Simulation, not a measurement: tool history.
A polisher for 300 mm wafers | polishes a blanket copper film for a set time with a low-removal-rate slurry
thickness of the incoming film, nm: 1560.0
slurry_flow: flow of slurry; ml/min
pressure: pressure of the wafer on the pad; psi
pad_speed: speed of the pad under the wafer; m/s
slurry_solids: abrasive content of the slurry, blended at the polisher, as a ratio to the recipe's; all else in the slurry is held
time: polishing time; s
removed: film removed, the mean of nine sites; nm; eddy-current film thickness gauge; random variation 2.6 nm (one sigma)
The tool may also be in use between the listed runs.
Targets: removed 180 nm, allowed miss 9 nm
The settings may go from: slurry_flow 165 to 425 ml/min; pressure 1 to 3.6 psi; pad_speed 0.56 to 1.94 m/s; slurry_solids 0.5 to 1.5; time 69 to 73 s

run	hour	slurry_flow	pressure	pad_speed	slurry_solids	time	removed
1	0	275	2.3	1.24	1	69	220.75
2	2.5	275	2.2	1.24	1	69	220.91
3	4.3	320	2.2	1.24	1	69	216.3
4	9.7	320	2.2	1.24	1.15	69	224.66
5	17.5	320	2.1	1.24	1.15	69	220.16
6	24.9	320	2.4	1.24	1.15	69	236.87
7	27.9	320	2.2	1.22	1.15	69	225.54
8	36.3	320	1.6	1.16	1.15	69	169.29

Which of these 5 next moves meets every target?
A	44.7	245	1.6	1.34	1.15	73	?
B	44.7	300	1.7	1.06	1.2	69	?
C	44.7	250	1.7	1.02	1.25	69	?
D	44.7	190	1.4	1.4	0.95	73	?
E	44.7	270	2.1	1.24	1	69	?

move	removed
A	203.57
B	164.5
C	158.11
D	179.53
E	210.28
A: takes the result that was furthest off past its target
B: further off than the last run
C: further off than the last run
D: meets every target
E: takes the result that was furthest off past its target
Answer: D

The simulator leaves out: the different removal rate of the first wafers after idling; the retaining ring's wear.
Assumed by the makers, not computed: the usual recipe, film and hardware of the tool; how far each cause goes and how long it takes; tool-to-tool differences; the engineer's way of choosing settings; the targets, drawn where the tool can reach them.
